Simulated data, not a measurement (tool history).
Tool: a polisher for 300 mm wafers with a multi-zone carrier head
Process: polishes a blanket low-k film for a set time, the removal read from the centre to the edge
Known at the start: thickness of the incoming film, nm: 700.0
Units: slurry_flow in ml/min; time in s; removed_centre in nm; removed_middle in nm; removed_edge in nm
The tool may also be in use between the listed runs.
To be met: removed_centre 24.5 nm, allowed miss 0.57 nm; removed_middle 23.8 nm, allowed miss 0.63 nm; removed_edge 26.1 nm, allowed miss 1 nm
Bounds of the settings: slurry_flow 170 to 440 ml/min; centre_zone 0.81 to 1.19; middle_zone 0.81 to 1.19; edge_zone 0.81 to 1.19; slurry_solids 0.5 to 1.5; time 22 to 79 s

Run 1, hour 0: slurry_flow 280 ml/min, centre_zone 1, middle_zone 1, edge_zone 1, slurry_solids 1, time 50 s. Result: removed_centre 21.659 nm, removed_middle 22.069 nm, removed_edge 22.274 nm.
Run 2, hour 7.4: slurry_flow 290 ml/min, centre_zone 1.01, middle_zone 1, edge_zone 1.03, slurry_solids 1, time 50 s. Result: removed_centre 21.664 nm, removed_middle 22.233 nm, removed_edge 22.693 nm.
Run 3, hour 8.6: slurry_flow 290 ml/min, centre_zone 1.06, middle_zone 1, edge_zone 1.03, slurry_solids 1, time 50 s. Result: removed_centre 22.533 nm, removed_middle 22.065 nm, removed_edge 22.279 nm.
Run 4, hour 9.6: slurry_flow 295 ml/min, centre_zone 1.06, middle_zone 1, edge_zone 1.05, slurry_solids 1.05, time 50 s. Result: removed_centre 23.128 nm, removed_middle 22.793 nm, removed_edge 23.471 nm.
Run 5, hour 10.4: slurry_flow 295 ml/min, centre_zone 1.06, middle_zone 1, edge_zone 1.05, slurry_solids 1.15, time 50 s. Result: removed_centre 23.831 nm, removed_middle 23.15 nm, removed_edge 24.261 nm.
Run 6, hour 11.7: slurry_flow 300 ml/min, centre_zone 1.06, middle_zone 1, edge_zone 1.06, slurry_solids 1.15, time 50 s. Result: removed_centre 23.832 nm, removed_middle 23.439 nm, removed_edge 24.711 nm.
Run 7, hour 13.6: slurry_flow 305 ml/min, centre_zone 1.06, middle_zone 1, edge_zone 1.07, slurry_solids 1.15, time 50 s. Result: removed_centre 24.034 nm, removed_middle 23.616 nm, removed_edge 24.47 nm.
Run 8, hour 14.6: slurry_flow 305 ml/min, centre_zone 1.06, middle_zone 1, edge_zone 1.08, slurry_solids 1.15, time 50 s. Result: removed_centre 23.91 nm, removed_middle 23.231 nm, removed_edge 24.507 nm.
Run 9, hour 22.8: slurry_flow 305 ml/min, centre_zone 1.06, middle_zone 1, edge_zone 1.09, slurry_solids 1.15, time 50 s. Result: removed_centre 24.101 nm, removed_middle 23.161 nm, removed_edge 24.755 nm.

5 next moves are on the table. One of them brings every result within its allowed miss. Which?
Run A, hour 31: slurry_flow 285 ml/min, centre_zone 1.01, middle_zone 0.94, edge_zone 1.09, slurry_solids 1.2, time 52 s. Result: removed_centre ?, removed_middle ?, removed_edge ?.
Run B, hour 31: slurry_flow 330 ml/min, centre_zone 1.04, middle_zone 0.95, edge_zone 1.19, slurry_solids 0.95, time 53 s. Result: removed_centre ?, removed_middle ?, removed_edge ?.
Run C, hour 31: slurry_flow 290 ml/min, centre_zone 1.13, middle_zone 1.13, edge_zone 0.94, slurry_solids 0.95, time 52 s. Result: removed_centre ?, removed_middle ?, removed_edge ?.
Run D, hour 31: slurry_flow 300 ml/min, centre_zone 1.04, middle_zone 0.97, edge_zone 1.19, slurry_solids 1.15, time 49 s. Result: removed_centre ?, removed_middle ?, removed_edge ?.
Run E, hour 31: slurry_flow 220 ml/min, centre_zone 0.95, middle_zone 0.99, edge_zone 1.04, slurry_solids 1.45, time 50 s. Result: removed_centre ?, removed_middle ?, removed_edge ?.

move  removed_centre  removed_middle  removed_edge
   A          24.206          23.793        25.892
   B          23.421          22.627         25.53
   C          24.198          24.417        22.059
   D          23.074          22.586        25.212
   E          23.106          24.575        25.471
A: meets every target
B: brings the result that was furthest off to its target, and leaves another outside
C: further off than the last run
D: brings the result that was furthest off to its target, and leaves another outside
E: brings the result that was furthest off to its target, and leaves another outside
The right move is A.
